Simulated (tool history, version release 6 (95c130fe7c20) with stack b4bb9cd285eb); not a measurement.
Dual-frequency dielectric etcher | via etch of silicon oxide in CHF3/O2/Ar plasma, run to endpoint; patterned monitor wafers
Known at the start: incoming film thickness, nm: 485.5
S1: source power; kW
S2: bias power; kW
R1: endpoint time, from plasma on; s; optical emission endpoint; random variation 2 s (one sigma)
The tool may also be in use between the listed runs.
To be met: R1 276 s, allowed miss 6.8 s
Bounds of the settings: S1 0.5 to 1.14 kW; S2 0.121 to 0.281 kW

{"run": 1, "hour": 0.0, "S1": 0.82, "S2": 0.201, "R1": 213.16}
{"run": 2, "hour": 0.8, "S1": 0.94, "S2": 0.201, "R1": 198.12}
{"run": 3, "hour": 8.2, "S1": 0.82, "S2": 0.185, "R1": 213.91}
{"run": 4, "hour": 13.6, "S1": 0.72, "S2": 0.166, "R1": 238.09}
{"run": 5, "hour": 21.1, "S1": 0.72, "S2": 0.182, "R1": 234.24}
{"run": 6, "hour": 26.4, "S1": 0.86, "S2": 0.182, "R1": 214.12}
{"run": 7, "hour": 32.5, "S1": 0.7, "S2": 0.145, "R1": 249.01}
{"run": 8, "hour": 36.4, "S1": 0.66, "S2": 0.142, "R1": 255.36}
{"run": 9, "hour": 39.8, "S1": 0.63, "S2": 0.14, "R1": 262.52}
{"run": 10, "hour": 47.5, "S1": 0.61, "S2": 0.139, "R1": 267.33}

Which of these 5 next moves meets every target?
{"run": "A", "hour": 55.2, "S1": 0.54, "S2": 0.148, "R1": "?"}
{"run": "B", "hour": 55.2, "S1": 0.66, "S2": 0.129, "R1": "?"}
{"run": "C", "hour": 55.2, "S1": 0.63, "S2": 0.146, "R1": "?"}
{"run": "D", "hour": 55.2, "S1": 0.66, "S2": 0.145, "R1": "?"}
{"run": "E", "hour": 55.2, "S1": 0.69, "S2": 0.133, "R1": "?"}

move=A R1=279.17
move=B R1=262.86
move=C R1=260.43
move=D R1=255.3
move=E R1=255.58
A: meets every target
B: further off than the last run
C: further off than the last run
D: further off than the last run
E: further off than the last run
The right move is A.
